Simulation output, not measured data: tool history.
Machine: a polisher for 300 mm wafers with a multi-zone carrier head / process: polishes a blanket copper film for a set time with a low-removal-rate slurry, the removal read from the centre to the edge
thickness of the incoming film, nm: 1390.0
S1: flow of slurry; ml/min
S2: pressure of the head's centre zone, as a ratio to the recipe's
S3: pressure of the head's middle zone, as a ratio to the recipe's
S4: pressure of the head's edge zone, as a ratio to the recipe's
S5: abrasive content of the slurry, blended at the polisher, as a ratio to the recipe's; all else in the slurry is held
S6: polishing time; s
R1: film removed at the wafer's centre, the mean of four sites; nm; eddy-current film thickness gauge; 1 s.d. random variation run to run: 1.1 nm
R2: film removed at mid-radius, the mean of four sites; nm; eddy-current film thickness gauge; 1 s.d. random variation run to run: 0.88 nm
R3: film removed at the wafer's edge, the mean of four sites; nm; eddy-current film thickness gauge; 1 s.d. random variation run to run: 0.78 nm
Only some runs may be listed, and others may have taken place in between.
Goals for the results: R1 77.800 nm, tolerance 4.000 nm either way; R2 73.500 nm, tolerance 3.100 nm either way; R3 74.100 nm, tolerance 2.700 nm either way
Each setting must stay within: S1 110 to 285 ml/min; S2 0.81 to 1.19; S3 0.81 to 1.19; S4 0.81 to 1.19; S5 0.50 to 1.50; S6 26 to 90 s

run,hour,S1,S2,S3,S4,S5,S6,R1,R2,R3
1,0.0,180,1.00,1.00,1.00,1.00,58,147.400,153.760,149.540
2,8.8,180,1.00,1.00,1.00,1.00,70,184.000,181.460,178.810
3,16.0,175,1.01,0.98,0.98,0.90,62,155.390,158.370,154.820
4,22.8,175,1.01,0.98,0.98,1.00,62,158.930,157.830,156.070
5,25.2,175,0.93,0.98,0.98,1.00,62,144.990,160.750,156.480
6,30.9,175,0.93,0.98,0.98,0.90,62,144.700,155.150,150.920
7,35.9,170,0.95,0.96,0.96,0.85,56,131.350,134.160,137.370
8,40.3,120,1.05,1.06,0.86,0.60,40,91.420,93.492,82.624

Next run, 5 choices. One meets every target within its allowed miss, the rest don't. Which?
A,44.7,185,1.02,0.93,0.93,0.50,33,?,?,?
B,44.7,110,1.18,0.82,0.91,0.55,35,?,?,?
C,44.7,160,1.09,0.95,1.08,0.65,37,?,?,?
D,44.7,110,0.93,0.97,0.95,0.65,34,?,?,?
E,44.7,160,1.02,0.82,0.92,0.55,37,?,?,?

move,R1,R2,R3
A,77.664,72.000,75.011
B,86.413,63.661,74.560
C,94.103,83.146,91.990
D,67.695,72.156,75.478
E,85.882,72.567,83.483
A: all results in spec
B: the result that was furthest off in the last run now lies on the other side of its target
C: no better and no worse than the last run
D: brings the result that was furthest off to its target, and leaves another outside
E: brings the result that was furthest off to its target, and leaves another outside
Go with A: it meets all targets.
